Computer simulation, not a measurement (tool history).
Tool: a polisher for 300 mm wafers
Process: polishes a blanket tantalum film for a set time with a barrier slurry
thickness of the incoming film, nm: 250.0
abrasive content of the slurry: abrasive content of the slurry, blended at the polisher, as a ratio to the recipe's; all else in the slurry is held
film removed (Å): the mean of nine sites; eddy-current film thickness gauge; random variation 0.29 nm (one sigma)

run  hour  flow of slurry (ml/min)  pressure of the wafer on the pad (kPa)  speed of the pad under the wafer (cm/s)  abrasive content of the slurry  polishing time (s)  film removed (Å)
  1     0                      140                                    15.2                                      108                               1                  25            420.95
  2   7.2                      135                                    13.8                                      108                               1                  25            390.28
  3  12.2                      135                                    10.3                                      108                               1                  25             328.7
  4  17.1                      135                                    13.1                                      108                               1                  25            381.47
  5  24.5                      135                                    13.1                                      108                               1                  22            334.25
  6  28.5                      125                                    13.1                                      108                               1                  22            331.43
  7  29.5                      120                                    13.1                                      108                               1                  22            327.33
  8  34.6                      115                                    13.1                                      108                               1                  22            323.68

The next listed run, before its measurement:
  9  39.6                      110                                    13.1                                      108                               1                  22                 ?

Run 9 gave film removed (Å) 327.22.
